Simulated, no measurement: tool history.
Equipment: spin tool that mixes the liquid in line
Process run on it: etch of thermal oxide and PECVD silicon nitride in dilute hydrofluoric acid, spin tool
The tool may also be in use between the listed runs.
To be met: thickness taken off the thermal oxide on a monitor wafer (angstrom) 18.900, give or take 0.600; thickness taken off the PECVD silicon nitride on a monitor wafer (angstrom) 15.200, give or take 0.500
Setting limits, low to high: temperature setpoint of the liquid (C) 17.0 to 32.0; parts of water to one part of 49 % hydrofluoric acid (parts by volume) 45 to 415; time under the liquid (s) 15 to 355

run	hour	temperature setpoint of the liquid (C)	parts of water to one part of 49 % hydrofluoric acid (parts by volume)	time under the liquid (s)	thickness taken off the thermal oxide on a monitor wafer (angstrom)	thickness taken off the PECVD silicon nitride on a monitor wafer (angstrom)
1	0.0	24.0	230	180	32.243	25.551
2	8.2	24.0	285	180	24.594	21.353
3	11.5	20.5	285	180	21.936	16.955
4	16.4	20.5	285	225	27.154	21.075
5	21.8	18.0	285	225	24.720	17.923
6	27.6	19.0	285	225	25.750	19.254
7	34.8	19.0	305	225	23.921	17.811
8	38.3	20.5	385	235	19.094	16.680
9	42.9	20.0	380	235	19.221	16.314
10	50.7	19.5	375	235	19.526	15.869

Which of these 4 next moves meets every target?
A	58.5	21.0	380	225	?	?
B	58.5	17.5	410	280	?	?
C	58.5	23.0	275	145	?	?
D	58.5	19.0	345	240	?	?

move	thickness taken off the thermal oxide on a monitor wafer (angstrom)	thickness taken off the PECVD silicon nitride on a monitor wafer (angstrom)
A	19.442	16.374
B	19.350	15.235
C	20.438	16.380
D	21.925	16.923
A: moves away from the targets compared with the last run
B: every result lands within tolerance
C: moves away from the targets compared with the last run
D: moves away from the targets compared with the last run
B is the move that brings every result within its allowed miss.

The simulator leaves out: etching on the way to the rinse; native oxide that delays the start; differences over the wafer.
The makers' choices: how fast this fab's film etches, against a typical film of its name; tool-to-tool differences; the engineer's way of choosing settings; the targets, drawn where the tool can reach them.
